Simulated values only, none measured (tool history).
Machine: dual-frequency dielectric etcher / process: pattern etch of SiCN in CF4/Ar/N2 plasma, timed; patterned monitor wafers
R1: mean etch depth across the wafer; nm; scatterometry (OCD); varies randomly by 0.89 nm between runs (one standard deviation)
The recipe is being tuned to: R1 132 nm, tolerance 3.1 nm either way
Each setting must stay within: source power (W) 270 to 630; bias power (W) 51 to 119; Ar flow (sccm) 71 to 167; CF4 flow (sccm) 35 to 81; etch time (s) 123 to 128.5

{"run": 1, "hour": 0.0, "source power (W)": 450, "bias power (W)": 85, "Ar flow (sccm)": 119, "CF4 flow (sccm)": 58, "etch time (s)": 123, "R1": 109.31}
{"run": 2, "hour": 1.0, "source power (W)": 410, "bias power (W)": 85, "Ar flow (sccm)": 119, "CF4 flow (sccm)": 58, "etch time (s)": 123, "R1": 99.805}
{"run": 3, "hour": 8.0, "source power (W)": 430, "bias power (W)": 85, "Ar flow (sccm)": 119, "CF4 flow (sccm)": 58, "etch time (s)": 123, "R1": 105.16}
{"run": 4, "hour": 14.0, "source power (W)": 430, "bias power (W)": 85, "Ar flow (sccm)": 133, "CF4 flow (sccm)": 58, "etch time (s)": 123, "R1": 104.53}
{"run": 5, "hour": 17.9, "source power (W)": 450, "bias power (W)": 85, "Ar flow (sccm)": 133, "CF4 flow (sccm)": 58, "etch time (s)": 123, "R1": 107.73}
{"run": 6, "hour": 25.2, "source power (W)": 470, "bias power (W)": 85, "Ar flow (sccm)": 133, "CF4 flow (sccm)": 58, "etch time (s)": 123, "R1": 112.24}
{"run": 7, "hour": 33.4, "source power (W)": 480, "bias power (W)": 85, "Ar flow (sccm)": 133, "CF4 flow (sccm)": 58, "etch time (s)": 123, "R1": 113.52}
{"run": 8, "hour": 40.5, "source power (W)": 490, "bias power (W)": 85, "Ar flow (sccm)": 133, "CF4 flow (sccm)": 58, "etch time (s)": 123, "R1": 118.14}
{"run": 9, "hour": 45.0, "source power (W)": 500, "bias power (W)": 85, "Ar flow (sccm)": 133, "CF4 flow (sccm)": 58, "etch time (s)": 123, "R1": 120.55}
{"run": 10, "hour": 46.1, "source power (W)": 510, "bias power (W)": 85, "Ar flow (sccm)": 133, "CF4 flow (sccm)": 58, "etch time (s)": 123, "R1": 122.29}

Below are 5 possible settings for the next run. Only one of them brings all results inside the allowed miss of their targets. Which is it?
{"run": "A", "hour": 47.2, "source power (W)": 570, "bias power (W)": 82, "Ar flow (sccm)": 119, "CF4 flow (sccm)": 60, "etch time (s)": 126, "R1": "?"}
{"run": "B", "hour": 47.2, "source power (W)": 450, "bias power (W)": 98, "Ar flow (sccm)": 128, "CF4 flow (sccm)": 66, "etch time (s)": 125, "R1": "?"}
{"run": "C", "hour": 47.2, "source power (W)": 590, "bias power (W)": 75, "Ar flow (sccm)": 137, "CF4 flow (sccm)": 70, "etch time (s)": 125, "R1": "?"}
{"run": "D", "hour": 47.2, "source power (W)": 530, "bias power (W)": 88, "Ar flow (sccm)": 134, "CF4 flow (sccm)": 63, "etch time (s)": 124, "R1": "?"}
{"run": "E", "hour": 47.2, "source power (W)": 530, "bias power (W)": 94, "Ar flow (sccm)": 119, "CF4 flow (sccm)": 50, "etch time (s)": 128.5, "R1": "?"}

move=A R1=139.44
move=B R1=116.99
move=C R1=140.11
move=D R1=130.38
move=E R1=135.76
A: takes the biggest miss from the last run beyond its target
B: lands further from the targets than the last run did
C: takes the biggest miss from the last run beyond its target
D: each result inside its tolerance
E: takes the biggest miss from the last run beyond its target
D is the move that brings every result within its allowed miss.
